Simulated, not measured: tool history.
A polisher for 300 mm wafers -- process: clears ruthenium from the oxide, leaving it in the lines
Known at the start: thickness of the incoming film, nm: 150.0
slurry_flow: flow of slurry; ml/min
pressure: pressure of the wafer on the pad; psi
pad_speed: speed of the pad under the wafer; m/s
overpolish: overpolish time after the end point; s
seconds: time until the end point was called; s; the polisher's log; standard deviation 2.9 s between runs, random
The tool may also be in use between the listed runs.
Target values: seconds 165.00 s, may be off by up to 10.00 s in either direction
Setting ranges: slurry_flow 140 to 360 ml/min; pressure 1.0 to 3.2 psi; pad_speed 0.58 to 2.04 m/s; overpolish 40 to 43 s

{"run": 1, "hour": 0.0, "slurry_flow": 230, "pressure": 2.1, "pad_speed": 1.3, "overpolish": 40, "seconds": 113.77}
{"run": 2, "hour": 6.7, "slurry_flow": 230, "pressure": 2.1, "pad_speed": 1.3, "overpolish": 43, "seconds": 114.17}
{"run": 3, "hour": 14.9, "slurry_flow": 230, "pressure": 1.9, "pad_speed": 1.28, "overpolish": 43, "seconds": 130.27}
{"run": 4, "hour": 21.4, "slurry_flow": 230, "pressure": 1.9, "pad_speed": 1.28, "overpolish": 43, "seconds": 131.07}
{"run": 5, "hour": 28.5, "slurry_flow": 230, "pressure": 1.8, "pad_speed": 1.28, "overpolish": 43, "seconds": 136.93}
{"run": 6, "hour": 31.3, "slurry_flow": 230, "pressure": 1.8, "pad_speed": 1.28, "overpolish": 43, "seconds": 133.99}
{"run": 7, "hour": 32.0, "slurry_flow": 230, "pressure": 1.7, "pad_speed": 1.26, "overpolish": 43, "seconds": 145.99}
{"run": 8, "hour": 35.7, "slurry_flow": 230, "pressure": 1.6, "pad_speed": 1.26, "overpolish": 43, "seconds": 156.43}

Which single option among these 4 for the next run brings every result within its allowed miss of target? Just one does.
{"run": "A", "hour": 39.4, "slurry_flow": 225, "pressure": 1.8, "pad_speed": 1.2, "overpolish": 40, "seconds": "?"}
{"run": "B", "hour": 39.4, "slurry_flow": 250, "pressure": 1.5, "pad_speed": 1.36, "overpolish": 40, "seconds": "?"}
{"run": "C", "hour": 39.4, "slurry_flow": 270, "pressure": 1.6, "pad_speed": 1.34, "overpolish": 43, "seconds": "?"}
{"run": "D", "hour": 39.4, "slurry_flow": 290, "pressure": 1.8, "pad_speed": 1.0, "overpolish": 40, "seconds": "?"}

move=A seconds=144.71
move=B seconds=150.77
move=C seconds=142.53
move=D seconds=167.61
A: misses by more than the last run did
B: misses by more than the last run did
C: misses by more than the last run did
D: every result lands within tolerance
Go with D: it meets all targets.
